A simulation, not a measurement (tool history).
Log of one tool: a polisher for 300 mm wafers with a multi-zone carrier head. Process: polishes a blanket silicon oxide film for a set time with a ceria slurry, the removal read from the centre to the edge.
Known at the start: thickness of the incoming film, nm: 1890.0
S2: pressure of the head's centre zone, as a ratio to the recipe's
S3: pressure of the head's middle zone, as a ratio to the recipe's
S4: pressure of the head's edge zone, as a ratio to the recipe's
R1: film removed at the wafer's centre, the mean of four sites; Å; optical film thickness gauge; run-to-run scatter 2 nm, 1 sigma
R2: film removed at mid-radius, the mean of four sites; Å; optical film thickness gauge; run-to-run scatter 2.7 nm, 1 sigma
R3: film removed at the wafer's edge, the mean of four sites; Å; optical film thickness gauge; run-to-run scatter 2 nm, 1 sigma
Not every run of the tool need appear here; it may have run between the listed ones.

{"run": 1, "hour": 0.0, "flow of slurry (ml/min)": 285, "S2": 1, "S3": 1, "S4": 1, "polishing time (s)": 39, "R1": 1547.7, "R2": 1545.2, "R3": 1532.4}
{"run": 2, "hour": 6.3, "flow of slurry (ml/min)": 285, "S2": 0.92, "S3": 1, "S4": 1, "polishing time (s)": 39, "R1": 1441.2, "R2": 1561.5, "R3": 1524.8}
{"run": 3, "hour": 7.6, "flow of slurry (ml/min)": 290, "S2": 0.94, "S3": 1.04, "S4": 1.04, "polishing time (s)": 42, "R1": 1572, "R2": 1719.6, "R3": 1676.7}
{"run": 4, "hour": 12.9, "flow of slurry (ml/min)": 295, "S2": 0.95, "S3": 1.08, "S4": 1.06, "polishing time (s)": 44, "R1": 1666.9, "R2": 1886.6, "R3": 1724.5}
{"run": 5, "hour": 17.4, "flow of slurry (ml/min)": 295, "S2": 0.95, "S3": 1.03, "S4": 1.06, "polishing time (s)": 44, "R1": 1694.3, "R2": 1792.9, "R3": 1748}
{"run": 6, "hour": 22.9, "flow of slurry (ml/min)": 295, "S2": 0.95, "S3": 1.03, "S4": 1.06, "polishing time (s)": 39, "R1": 1493.5, "R2": 1584.4, "R3": 1552.2}
{"run": 7, "hour": 30.5, "flow of slurry (ml/min)": 290, "S2": 0.94, "S3": 1.05, "S4": 1.06, "polishing time (s)": 43, "R1": 1646.1, "R2": 1780.3, "R3": 1705.7}
{"run": 8, "hour": 35.0, "flow of slurry (ml/min)": 290, "S2": 0.93, "S3": 1.06, "S4": 1.07, "polishing time (s)": 45, "R1": 1678.7, "R2": 1865.3, "R3": 1814.5}
{"run": 9, "hour": 35.8, "flow of slurry (ml/min)": 295, "S2": 0.94, "S3": 1.08, "S4": 1.08, "polishing time (s)": 46, "R1": 1745.9, "R2": 1962.1, "R3": 1859.2}
{"hour": 37.2, "done": "slurry nozzle cleaned"}
{"run": 10, "hour": 37.2, "flow of slurry (ml/min)": 300, "S2": 0.94, "S3": 1.09, "S4": 1.09, "polishing time (s)": 47, "R1": 1835, "R2": 2044.3, "R3": 1972.3}

Run 11, settings as shown, results not yet in. Your forecast:
{"run": 11, "hour": 37.8, "flow of slurry (ml/min)": 340, "S2": 0.95, "S3": 1.16, "S4": 1.09, "polishing time (s)": 47, "R1": "?", "R2": "?", "R3": "?"}

{"run 11": {"R1": 1863.9, "R2": 2186.9, "R3": 1935.4}}
